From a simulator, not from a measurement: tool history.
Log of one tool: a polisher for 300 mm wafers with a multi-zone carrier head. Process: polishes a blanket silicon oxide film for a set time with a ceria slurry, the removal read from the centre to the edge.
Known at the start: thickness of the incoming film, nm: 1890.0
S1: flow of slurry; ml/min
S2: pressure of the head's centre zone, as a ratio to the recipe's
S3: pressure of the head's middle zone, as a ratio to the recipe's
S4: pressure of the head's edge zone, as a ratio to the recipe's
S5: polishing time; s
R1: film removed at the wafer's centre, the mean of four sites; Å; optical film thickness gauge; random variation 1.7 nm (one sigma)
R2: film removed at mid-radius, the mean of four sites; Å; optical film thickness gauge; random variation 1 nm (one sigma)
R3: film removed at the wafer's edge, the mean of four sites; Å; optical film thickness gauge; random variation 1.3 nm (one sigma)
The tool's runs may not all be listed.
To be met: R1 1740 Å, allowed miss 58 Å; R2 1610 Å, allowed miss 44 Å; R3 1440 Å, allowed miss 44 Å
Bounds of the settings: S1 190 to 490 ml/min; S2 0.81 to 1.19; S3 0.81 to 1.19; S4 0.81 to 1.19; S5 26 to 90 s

run,day,S1,S2,S3,S4,S5,R1,R2,R3
1,0,315,1,1,1,58,1679.5,1733.1,1669.4
2,0.3,365,1,1,1,58,1724.3,1754.5,1687.1
3,0.667,355,1.02,0.99,0.94,57,1713.7,1690,1628.7
4,0.833,355,1.02,0.92,0.94,57,1682.3,1616.5,1629.2
5,1.038,355,1.02,0.92,0.94,67,1982.6,1892.5,1902.4
6,1.088,405,1.02,0.92,0.94,67,1988.2,1885.3,1894
7,1.325,410,1.04,0.95,0.9,62,1899.5,1802.6,1713.5
8,1.592,410,1.04,0.95,0.9,62,1890.6,1818.3,1762.3
9,1.875,415,1.07,0.97,0.88,58,1845.6,1727.7,1614.2
10,2.079,420,1.08,0.98,0.87,56,1788.6,1675.2,1546.9
11,2.121,420,1.09,0.98,0.86,55,1796.4,1637.3,1493.5
12,2.383,420,1.09,0.98,0.85,55,1779.9,1645.7,1463.4
13,2.704,415,1.09,0.97,0.85,55,1769.4,1645,1491.1
# day 2.738: edge zone pressure recalibrated
14,2.738,415,1.09,0.97,0.84,55,1777,1643.9,1527.6

4 next moves are on the table. One of them brings every result within its allowed miss. Which?
A,2.771,350,1.06,0.92,0.83,59,?,?,?
B,2.771,490,1.08,1.01,0.81,56,?,?,?
C,2.771,345,1.13,1.03,0.85,52,?,?,?
D,2.771,340,1.02,0.93,0.82,59,?,?,?

move,R1,R2,R3
A,1829.3,1659.1,1607.4
B,1811,1728.8,1532.2
C,1718.8,1594.8,1428.7
D,1756,1670,1596.3
A: further off than the last run
B: further off than the last run
C: meets every target
D: further off than the last run
Move C is the one to make.
